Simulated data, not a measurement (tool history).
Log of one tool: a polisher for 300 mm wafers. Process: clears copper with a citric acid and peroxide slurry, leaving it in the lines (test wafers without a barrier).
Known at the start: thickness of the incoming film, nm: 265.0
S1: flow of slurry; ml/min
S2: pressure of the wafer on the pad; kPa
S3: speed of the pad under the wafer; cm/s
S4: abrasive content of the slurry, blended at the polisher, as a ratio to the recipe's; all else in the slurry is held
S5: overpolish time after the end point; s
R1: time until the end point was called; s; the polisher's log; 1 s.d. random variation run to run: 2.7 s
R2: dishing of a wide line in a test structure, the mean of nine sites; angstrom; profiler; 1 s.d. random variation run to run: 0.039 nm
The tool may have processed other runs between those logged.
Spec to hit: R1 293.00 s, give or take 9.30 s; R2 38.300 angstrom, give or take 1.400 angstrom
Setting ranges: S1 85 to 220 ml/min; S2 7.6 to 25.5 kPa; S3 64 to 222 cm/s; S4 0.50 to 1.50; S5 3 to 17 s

{"run": 1, "hour": 0.0, "S1": 140, "S2": 16.5, "S3": 142, "S4": 1.0, "S5": 9, "R1": 107.21, "R2": 174.74}
{"run": 2, "hour": 4.4, "S1": 145, "S2": 14.5, "S3": 120, "S4": 0.9, "S5": 7, "R1": 139.47, "R2": 107.55}
{"run": 3, "hour": 10.8, "S1": 145, "S2": 14.5, "S3": 86, "S4": 0.9, "S5": 7, "R1": 174.74, "R2": 87.539}
{"run": 4, "hour": 12.1, "S1": 175, "S2": 14.5, "S3": 86, "S4": 0.9, "S5": 7, "R1": 170.76, "R2": 90.727}
{"run": 5, "hour": 17.0, "S1": 175, "S2": 14.5, "S3": 64, "S4": 0.9, "S5": 7, "R1": 196.81, "R2": 76.536}
{"run": 6, "hour": 18.6, "S1": 175, "S2": 12.4, "S3": 64, "S4": 0.85, "S5": 6, "R1": 229.56, "R2": 57.576}
{"run": 7, "hour": 25.6, "S1": 175, "S2": 12.4, "S3": 64, "S4": 0.85, "S5": 6, "R1": 232.34, "R2": 57.284}
{"run": 8, "hour": 26.4, "S1": 175, "S2": 11.7, "S3": 64, "S4": 0.85, "S5": 6, "R1": 241.77, "R2": 54.168}
{"run": 9, "hour": 32.7, "S1": 175, "S2": 11.7, "S3": 64, "S4": 0.85, "S5": 6, "R1": 243.03, "R2": 55.498}
{"run": 10, "hour": 36.4, "S1": 175, "S2": 11.0, "S3": 64, "S4": 0.85, "S5": 6, "R1": 255.92, "R2": 52.614}
{"run": 11, "hour": 44.9, "S1": 175, "S2": 10.3, "S3": 64, "S4": 0.8, "S5": 6, "R1": 274.45, "R2": 48.097}
{"run": 12, "hour": 50.9, "S1": 160, "S2": 9.7, "S3": 66, "S4": 0.7, "S5": 4, "R1": 303.44, "R2": 30.035}

Pick the move, out of 4, that brings all results within their allowed miss; only one does.
{"run": "A", "hour": 56.9, "S1": 150, "S2": 10.3, "S3": 68, "S4": 0.6, "S5": 3, "R1": "?", "R2": "?"}
{"run": "B", "hour": 56.9, "S1": 150, "S2": 9.0, "S3": 74, "S4": 0.6, "S5": 3, "R1": "?", "R2": "?"}
{"run": "C", "hour": 56.9, "S1": 140, "S2": 9.0, "S3": 84, "S4": 0.5, "S5": 5, "R1": "?", "R2": "?"}
{"run": "D", "hour": 56.9, "S1": 145, "S2": 9.0, "S3": 76, "S4": 0.8, "S5": 5, "R1": "?", "R2": "?"}

move=A R1=297.98 R2=22.798
move=B R1=323.54 R2=21.007
move=C R1=320.38 R2=35.093
move=D R1=298.50 R2=37.618
A: lands further from the targets than the last run did
B: lands further from the targets than the last run did
C: closes in on the targets versus the last run, not all within tolerance yet
D: all results land within tolerance of their targets
Go with D: it meets all targets.
